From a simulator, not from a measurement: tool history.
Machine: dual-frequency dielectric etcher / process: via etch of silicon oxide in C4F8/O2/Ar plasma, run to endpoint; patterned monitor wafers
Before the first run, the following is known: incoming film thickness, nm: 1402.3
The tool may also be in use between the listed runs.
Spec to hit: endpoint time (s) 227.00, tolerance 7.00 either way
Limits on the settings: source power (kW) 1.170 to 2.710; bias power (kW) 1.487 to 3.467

run,hour,source power (kW),bias power (kW),endpoint time (s)
1,0.0,1.940,2.477,262.47
2,8.8,1.940,2.176,269.55
3,11.1,2.040,2.242,263.41
4,17.6,2.130,2.308,259.40
5,22.0,2.220,2.398,253.43
6,24.0,2.290,2.469,246.99
7,25.0,2.340,2.511,240.50
8,32.9,2.370,2.530,239.58
9,40.1,2.400,2.550,239.72

Exactly one of the 4 candidate moves below puts every result within its allowed miss. Which one?
A,47.3,2.710,3.363,?
B,47.3,2.710,3.202,?
C,47.3,2.620,2.665,?
D,47.3,2.710,3.336,?

move,endpoint time (s)
A,206.19
B,209.49
C,224.97
D,206.73
A: carries the result that was furthest off beyond its target, to the other side
B: carries the result that was furthest off beyond its target, to the other side
C: all results land within tolerance of their targets
D: carries the result that was furthest off beyond its target, to the other side
Correct choice: C, which meets every target
